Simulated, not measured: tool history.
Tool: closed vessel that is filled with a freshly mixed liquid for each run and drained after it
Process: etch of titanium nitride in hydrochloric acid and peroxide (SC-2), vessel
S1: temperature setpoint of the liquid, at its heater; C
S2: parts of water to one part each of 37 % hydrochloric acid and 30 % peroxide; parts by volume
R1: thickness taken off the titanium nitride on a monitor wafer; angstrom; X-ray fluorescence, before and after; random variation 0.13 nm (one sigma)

Run 1, hour 0: S1 51 C, S2 5 parts by volume, time in the liquid (s) 480. Result: R1 266.54 angstrom.
Run 2, hour 4.9: S1 48.5 C, S2 5 parts by volume, time in the liquid (s) 480. Result: R1 219.47 angstrom.
Run 3, hour 5.9: S1 48.5 C, S2 6 parts by volume, time in the liquid (s) 480. Result: R1 192.5 angstrom.
Run 4, hour 7.9: S1 47.5 C, S2 6 parts by volume, time in the liquid (s) 480. Result: R1 183.86 angstrom.
Run 5, hour 14.6: S1 47.5 C, S2 6.5 parts by volume, time in the liquid (s) 480. Result: R1 173.95 angstrom.
Run 6, hour 15.9: S1 47 C, S2 6.5 parts by volume, time in the liquid (s) 480. Result: R1 166.4 angstrom.
Run 7, hour 24.5: S1 46.5 C, S2 6.5 parts by volume, time in the liquid (s) 480. Result: R1 161.49 angstrom.

Run 8 comes next. What will it give?
Run 8, hour 28: S1 46 C, S2 6.5 parts by volume, time in the liquid (s) 480. Result: R1 ?.

Run 8 gave R1 156.54 angstrom.
